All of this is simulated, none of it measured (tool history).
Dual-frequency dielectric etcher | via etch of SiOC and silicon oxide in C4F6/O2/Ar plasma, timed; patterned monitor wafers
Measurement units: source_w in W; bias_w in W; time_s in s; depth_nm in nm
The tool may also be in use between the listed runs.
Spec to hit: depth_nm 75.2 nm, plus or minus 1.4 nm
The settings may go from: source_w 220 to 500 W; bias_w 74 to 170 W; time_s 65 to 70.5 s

run 1 hour=0 | source_w=360 bias_w=122 time_s=70.5 | depth_nm=67.304
run 2 hour=8.2 | source_w=360 bias_w=122 time_s=70.5 | depth_nm=68.055
run 3 hour=14 | source_w=300 bias_w=122 time_s=70.5 | depth_nm=61.848
run 4 hour=15.6 | source_w=300 bias_w=122 time_s=65 | depth_nm=56.693
run 5 hour=23.7 | source_w=340 bias_w=124 time_s=65 | depth_nm=61.067
run 6 hour=31.5 | source_w=340 bias_w=124 time_s=70.5 | depth_nm=66.361
run 7 hour=34.7 | source_w=360 bias_w=125 time_s=70.5 | depth_nm=68.352
run 8 hour=35.9 | source_w=370 bias_w=126 time_s=70.5 | depth_nm=69.313
run 9 hour=44.5 | source_w=380 bias_w=127 time_s=70.5 | depth_nm=70.856
run 10 hour=52 | source_w=390 bias_w=127 time_s=70.5 | depth_nm=71.704

Pick the move, out of 5, that brings all results within their allowed miss; only one does.
run A hour=59.5 | source_w=440 bias_w=137 time_s=68.5 | depth_nm=?
run B hour=59.5 | source_w=400 bias_w=168 time_s=70.5 | depth_nm=?
run C hour=59.5 | source_w=460 bias_w=142 time_s=69 | depth_nm=?
run D hour=59.5 | source_w=460 bias_w=141 time_s=70.5 | depth_nm=?
run E hour=59.5 | source_w=390 bias_w=128 time_s=66 | depth_nm=?

move=A depth_nm=74.947
move=B depth_nm=78.33
move=C depth_nm=77.934
move=D depth_nm=79.463
move=E depth_nm=66.742
A: each result inside its tolerance
B: takes the biggest miss from the last run beyond its target
C: takes the biggest miss from the last run beyond its target
D: takes the biggest miss from the last run beyond its target
E: moves away from the targets compared with the last run
Go with A: it meets all targets.
